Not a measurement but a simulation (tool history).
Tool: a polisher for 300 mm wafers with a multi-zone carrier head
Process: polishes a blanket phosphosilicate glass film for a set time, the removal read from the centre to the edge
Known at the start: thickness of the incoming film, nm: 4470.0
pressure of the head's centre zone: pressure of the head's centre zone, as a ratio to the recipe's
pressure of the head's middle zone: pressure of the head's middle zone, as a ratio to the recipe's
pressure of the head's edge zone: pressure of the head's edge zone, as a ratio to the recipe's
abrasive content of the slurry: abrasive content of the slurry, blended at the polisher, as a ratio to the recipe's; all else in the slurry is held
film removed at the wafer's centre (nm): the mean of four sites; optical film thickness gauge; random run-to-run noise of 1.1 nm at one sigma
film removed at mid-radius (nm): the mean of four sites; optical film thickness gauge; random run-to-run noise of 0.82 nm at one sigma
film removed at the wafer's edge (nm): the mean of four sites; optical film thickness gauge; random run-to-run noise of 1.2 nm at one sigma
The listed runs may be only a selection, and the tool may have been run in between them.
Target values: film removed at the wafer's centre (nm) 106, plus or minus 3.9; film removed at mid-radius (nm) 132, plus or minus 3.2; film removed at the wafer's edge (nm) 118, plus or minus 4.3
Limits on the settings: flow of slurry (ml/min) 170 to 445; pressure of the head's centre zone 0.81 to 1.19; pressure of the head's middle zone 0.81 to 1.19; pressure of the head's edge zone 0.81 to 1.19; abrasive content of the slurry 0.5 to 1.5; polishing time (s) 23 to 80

run,hour,flow of slurry (ml/min),pressure of the head's centre zone,pressure of the head's middle zone,pressure of the head's edge zone,abrasive content of the slurry,polishing time (s),film removed at the wafer's centre (nm),film removed at mid-radius (nm),film removed at the wafer's edge (nm)
1,0,285,1,1,1,1,51,197.97,200.4,205.55
2,8.9,280,0.96,1.02,0.95,0.85,47,156.48,170.92,162.09
3,15.5,265,0.91,1,0.91,0.75,47,135.33,150.39,144.09
4,18,265,0.91,1.07,0.91,0.75,47,136.43,160.47,148.5
# hour 26.2: edge zone pressure recalibrated
5,26.2,265,0.99,1.07,0.91,0.75,47,146.55,160.1,141.08
6,28.2,305,0.99,1.07,0.91,0.75,47,152.11,161.95,143.5
7,35.8,280,0.94,1.06,0.88,0.7,47,133.3,150,132.43
8,40.3,280,0.94,1.06,0.88,0.7,47,133.09,150.87,132.17
9,41.2,270,0.9,1.04,0.86,0.7,47,129.12,149.2,130.81
10,49.8,250,0.87,1.03,0.85,0.65,47,113.13,135.55,121.28

Consider the 5 candidate settings below. Which is the only one whose results all fall within their allowed miss of target?
A,58.4,270,0.88,1.07,0.81,0.6,50,?,?,?
B,58.4,260,0.81,1,0.9,0.65,49,?,?,?
C,58.4,250,0.98,1.11,0.88,0.8,37,?,?,?
D,58.4,170,0.81,1.06,0.89,0.55,53,?,?,?
E,58.4,170,0.84,1.03,0.83,0.55,55,?,?,?

move,film removed at the wafer's centre (nm),film removed at mid-radius (nm),film removed at the wafer's edge (nm)
A,113.88,139.53,116.61
B,110.35,138.94,129.09
C,119.23,135.21,113.78
D,97.509,129.4,114.68
E,104.95,131.04,115.38
A: its largest miss is bigger than the last run's
B: its largest miss is bigger than the last run's
C: its largest miss is bigger than the last run's
D: takes the result that was furthest off past its target
E: all results land within tolerance of their targets
The right move is E.

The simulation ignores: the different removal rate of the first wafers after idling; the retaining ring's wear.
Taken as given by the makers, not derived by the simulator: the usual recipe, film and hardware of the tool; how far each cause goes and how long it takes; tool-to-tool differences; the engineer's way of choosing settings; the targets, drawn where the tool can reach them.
